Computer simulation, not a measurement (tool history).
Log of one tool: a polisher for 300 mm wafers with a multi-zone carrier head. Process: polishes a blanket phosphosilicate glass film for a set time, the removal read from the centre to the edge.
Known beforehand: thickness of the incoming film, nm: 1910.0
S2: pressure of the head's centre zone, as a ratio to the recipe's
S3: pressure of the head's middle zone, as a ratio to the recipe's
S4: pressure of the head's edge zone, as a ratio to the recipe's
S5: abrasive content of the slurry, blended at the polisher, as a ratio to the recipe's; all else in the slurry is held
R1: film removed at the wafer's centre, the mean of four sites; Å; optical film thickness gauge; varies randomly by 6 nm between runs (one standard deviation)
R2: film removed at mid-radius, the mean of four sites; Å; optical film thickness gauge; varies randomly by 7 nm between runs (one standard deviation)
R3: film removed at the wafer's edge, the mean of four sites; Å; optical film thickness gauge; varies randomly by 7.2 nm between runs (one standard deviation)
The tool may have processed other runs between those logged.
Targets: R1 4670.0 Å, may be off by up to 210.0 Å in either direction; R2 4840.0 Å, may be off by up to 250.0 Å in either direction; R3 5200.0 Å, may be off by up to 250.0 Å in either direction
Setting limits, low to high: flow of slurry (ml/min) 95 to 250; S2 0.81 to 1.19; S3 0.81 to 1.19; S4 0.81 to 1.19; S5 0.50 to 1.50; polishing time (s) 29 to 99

{"run": 1, "hour": 0.0, "flow of slurry (ml/min)": 160, "S2": 1.0, "S3": 1.0, "S4": 1.0, "S5": 1.0, "polishing time (s)": 64, "R1": 6962.5, "R2": 7016.4, "R3": 6830.8}
{"run": 2, "hour": 1.8, "flow of slurry (ml/min)": 155, "S2": 0.97, "S3": 0.97, "S4": 0.99, "S5": 0.9, "polishing time (s)": 64, "R1": 6373.4, "R2": 6298.5, "R3": 6189.4}
{"run": 3, "hour": 7.4, "flow of slurry (ml/min)": 170, "S2": 0.97, "S3": 0.97, "S4": 0.99, "S5": 0.9, "polishing time (s)": 64, "R1": 6297.8, "R2": 6352.2, "R3": 6265.1}
{"run": 4, "hour": 8.1, "flow of slurry (ml/min)": 170, "S2": 0.94, "S3": 0.95, "S4": 0.99, "S5": 0.85, "polishing time (s)": 64, "R1": 5818.9, "R2": 5986.7, "R3": 6216.5}
{"run": 5, "hour": 15.3, "flow of slurry (ml/min)": 145, "S2": 0.94, "S3": 0.95, "S4": 0.99, "S5": 0.85, "polishing time (s)": 64, "R1": 5810.8, "R2": 5897.3, "R3": 5890.9}
{"run": 6, "hour": 17.3, "flow of slurry (ml/min)": 145, "S2": 0.86, "S3": 0.95, "S4": 0.99, "S5": 0.85, "polishing time (s)": 64, "R1": 5113.1, "R2": 6004.8, "R3": 5848.5}
{"run": 7, "hour": 21.3, "flow of slurry (ml/min)": 140, "S2": 0.86, "S3": 0.92, "S4": 0.98, "S5": 0.85, "polishing time (s)": 64, "R1": 5157.8, "R2": 5648.2, "R3": 5724.5}
{"run": 8, "hour": 22.4, "flow of slurry (ml/min)": 115, "S2": 0.81, "S3": 0.86, "S4": 0.94, "S5": 0.75, "polishing time (s)": 64, "R1": 4028.2, "R2": 4596.4, "R3": 4836.5}
{"run": 9, "hour": 24.0, "flow of slurry (ml/min)": 125, "S2": 0.82, "S3": 0.86, "S4": 0.94, "S5": 0.75, "polishing time (s)": 64, "R1": 4271.7, "R2": 4705.7, "R3": 5079.8}
{"run": 10, "hour": 24.6, "flow of slurry (ml/min)": 130, "S2": 0.83, "S3": 0.86, "S4": 0.93, "S5": 0.75, "polishing time (s)": 64, "R1": 4248.9, "R2": 4675.6, "R3": 4920.2}
{"run": 11, "hour": 26.9, "flow of slurry (ml/min)": 135, "S2": 0.84, "S3": 0.86, "S4": 0.93, "S5": 0.75, "polishing time (s)": 64, "R1": 4468.8, "R2": 4775.7, "R3": 5113.6}

Exercise: of the 5 proposed moves below, exactly one satisfies all targets within the stated allowed misses. Which move is it?
{"run": "A", "hour": 29.2, "flow of slurry (ml/min)": 135, "S2": 0.89, "S3": 0.81, "S4": 0.94, "S5": 0.75, "polishing time (s)": 61, "R1": "?", "R2": "?", "R3": "?"}
{"run": "B", "hour": 29.2, "flow of slurry (ml/min)": 140, "S2": 0.81, "S3": 0.89, "S4": 0.94, "S5": 0.8, "polishing time (s)": 59, "R1": "?", "R2": "?", "R3": "?"}
{"run": "C", "hour": 29.2, "flow of slurry (ml/min)": 95, "S2": 0.88, "S3": 0.84, "S4": 0.85, "S5": 0.75, "polishing time (s)": 73, "R1": "?", "R2": "?", "R3": "?"}
{"run": "D", "hour": 29.2, "flow of slurry (ml/min)": 145, "S2": 0.81, "S3": 0.87, "S4": 1.02, "S5": 0.7, "polishing time (s)": 66, "R1": "?", "R2": "?", "R3": "?"}
{"run": "E", "hour": 29.2, "flow of slurry (ml/min)": 135, "S2": 0.81, "S3": 0.82, "S4": 0.99, "S5": 0.75, "polishing time (s)": 64, "R1": "?", "R2": "?", "R3": "?"}

move=A R1=4555.9 R2=4370.7 R3=4874.2
move=B R1=4312.3 R2=4897.8 R3=5047.4
move=C R1=4776.4 R2=4843.6 R3=5197.3
move=D R1=4238.5 R2=4722.3 R3=5129.2
move=E R1=4346.9 R2=4631.9 R3=5231.3
A: meets the target for the result that was furthest off, but another lies outside its allowed miss
B: lands further from the targets than the last run did
C: meets every target
D: lands further from the targets than the last run did
E: lands further from the targets than the last run did
C meets every target.
